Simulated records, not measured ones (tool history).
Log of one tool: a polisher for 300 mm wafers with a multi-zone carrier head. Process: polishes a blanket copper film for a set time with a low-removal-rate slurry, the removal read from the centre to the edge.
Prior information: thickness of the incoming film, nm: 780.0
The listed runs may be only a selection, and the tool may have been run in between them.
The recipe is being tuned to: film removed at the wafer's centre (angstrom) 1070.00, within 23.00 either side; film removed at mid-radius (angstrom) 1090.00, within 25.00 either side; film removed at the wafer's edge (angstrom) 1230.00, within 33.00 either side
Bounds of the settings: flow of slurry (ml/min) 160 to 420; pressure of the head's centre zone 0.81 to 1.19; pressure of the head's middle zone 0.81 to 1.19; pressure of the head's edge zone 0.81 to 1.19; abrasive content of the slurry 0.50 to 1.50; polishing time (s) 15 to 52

run    day  flow of slurry (ml/min)  pressure of the head's centre zone  pressure of the head's middle zone  pressure of the head's edge zone  abrasive content of the slurry  polishing time (s)  film removed at the wafer's centre (angstrom)  film removed at mid-radius (angstrom)  film removed at the wafer's edge (angstrom)
  1  0.000                      270                                1.00                                1.00                              1.00                            1.00                  33                                         959.76                                 954.36                                       946.10
  2  0.300                      270                                0.96                                1.00                              1.00                            1.00                  33                                         938.45                                 965.41                                       932.13
  3  0.321                      260                                0.95                                0.99                              1.04                            1.10                  34                                         974.99                                 999.27                                      1003.10
  4  0.592                      210                                0.95                                0.99                              1.04                            1.10                  34                                         944.59                                 967.34                                       986.03
  5  0.692                      210                                0.99                                0.99                              1.04                            1.10                  34                                         971.17                                 964.27                                       989.99
  6  0.992                      225                                0.97                                0.98                              1.07                            1.20                  34                                         975.32                                 995.79                                      1021.50
  7  1.271                      230                                0.96                                0.96                              1.09                            1.25                  34                                         990.16                                 989.22                                      1043.60
  8  1.583                      235                                0.95                                0.95                              1.11                            1.30                  34                                         993.13                                 978.23                                      1075.20
  9  1.733                      235                                0.95                                0.95                              1.11                            1.30                  34                                         988.78                                 987.25                                      1066.50
 10  2.033                      250                                0.94                                0.94                              1.13                            1.35                  34                                        1006.00                                 996.10                                      1090.20
 11  2.233                      255                                0.93                                0.94                              1.14                            1.40                  34                                        1015.30                                1006.40                                      1113.00

Which single option among these 5 for the next run brings every result within its allowed miss of target? Just one does.
  A  2.433                      260                                0.91                                0.95                              1.19                            1.50                  36                                              ?                                      ?                                            ?
  B  2.433                      220                                0.81                                0.92                              1.18                            1.40                  36                                              ?                                      ?                                            ?
  C  2.433                      420                                1.08                                1.02                              0.99                            1.20                  33                                              ?                                      ?                                            ?
  D  2.433                      215                                0.83                                0.97                              1.19                            1.50                  36                                              ?                                      ?                                            ?
  E  2.433                      265                                0.96                                0.87                              1.15                            1.25                  36                                              ?                                      ?                                            ?

move  film removed at the wafer's centre (angstrom)  film removed at mid-radius (angstrom)  film removed at the wafer's edge (angstrom)
   A                                        1081.80                                1096.30                                      1212.60
   B                                         962.51                                1026.40                                      1167.70
   C                                        1110.00                                1058.20                                       993.71
   D                                         990.24                                1086.90                                      1188.60
   E                                        1075.00                                 977.59                                      1143.50
A: all results in spec
B: further off than the last run
C: further off than the last run
D: neither nearer nor further off than the last run
E: further off than the last run
So the answer is move A, the one that meets all the targets.
